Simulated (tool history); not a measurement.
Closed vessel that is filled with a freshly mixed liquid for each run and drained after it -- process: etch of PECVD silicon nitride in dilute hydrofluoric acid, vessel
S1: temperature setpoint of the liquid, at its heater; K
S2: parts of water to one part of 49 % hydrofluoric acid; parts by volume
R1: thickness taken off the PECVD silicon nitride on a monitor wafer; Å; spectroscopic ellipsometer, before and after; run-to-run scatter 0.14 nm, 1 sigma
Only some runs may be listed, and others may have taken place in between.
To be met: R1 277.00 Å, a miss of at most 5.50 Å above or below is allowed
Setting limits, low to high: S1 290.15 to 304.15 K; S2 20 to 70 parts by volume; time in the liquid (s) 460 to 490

Run 1, hour 0.0: S1 296.15 K, S2 40 parts by volume, time in the liquid (s) 460. Result: R1 606.24 Å.
Run 2, hour 7.1: S1 296.15 K, S2 30 parts by volume, time in the liquid (s) 460. Result: R1 801.80 Å.
Run 3, hour 11.3: S1 296.15 K, S2 40 parts by volume, time in the liquid (s) 460. Result: R1 604.50 Å.
Run 4, hour 15.7: S1 294.65 K, S2 45 parts by volume, time in the liquid (s) 460. Result: R1 482.37 Å.
Run 5, hour 23.7: S1 293.15 K, S2 45 parts by volume, time in the liquid (s) 460. Result: R1 437.13 Å.
Run 6, hour 27.8: S1 293.15 K, S2 45 parts by volume, time in the liquid (s) 460. Result: R1 435.87 Å.
Run 7, hour 34.4: S1 292.65 K, S2 45 parts by volume, time in the liquid (s) 460. Result: R1 424.52 Å.
Run 8, hour 42.6: S1 292.15 K, S2 45 parts by volume, time in the liquid (s) 460. Result: R1 406.07 Å.
Run 9, hour 46.7: S1 291.65 K, S2 45 parts by volume, time in the liquid (s) 460. Result: R1 394.67 Å.
Run 10, hour 52.3: S1 291.15 K, S2 45 parts by volume, time in the liquid (s) 460. Result: R1 381.20 Å.
Run 11, hour 57.4: S1 290.65 K, S2 50 parts by volume, time in the liquid (s) 460. Result: R1 332.63 Å.
Run 12, hour 65.3: S1 290.15 K, S2 55 parts by volume, time in the liquid (s) 460. Result: R1 296.12 Å.
Run 13, hour 68.6: S1 290.15 K, S2 60 parts by volume, time in the liquid (s) 460. Result: R1 268.30 Å.

Of the 4 settings listed for the next run, only one would bring every result within its allowed miss of target. Which one?
Run A, hour 71.9: S1 290.15 K, S2 65 parts by volume, time in the liquid (s) 480. Result: R1 ?.
Run B, hour 71.9: S1 291.65 K, S2 70 parts by volume, time in the liquid (s) 460. Result: R1 ?.
Run C, hour 71.9: S1 290.15 K, S2 65 parts by volume, time in the liquid (s) 490. Result: R1 ?.
Run D, hour 71.9: S1 290.15 K, S2 60 parts by volume, time in the liquid (s) 475. Result: R1 ?.

move      R1
   A  257.13
   B  254.76
   C  262.48
   D  274.98
A: the biggest miss grows against the last run
B: the biggest miss grows against the last run
C: the biggest miss grows against the last run
D: meets every target
Move D is the one to make.
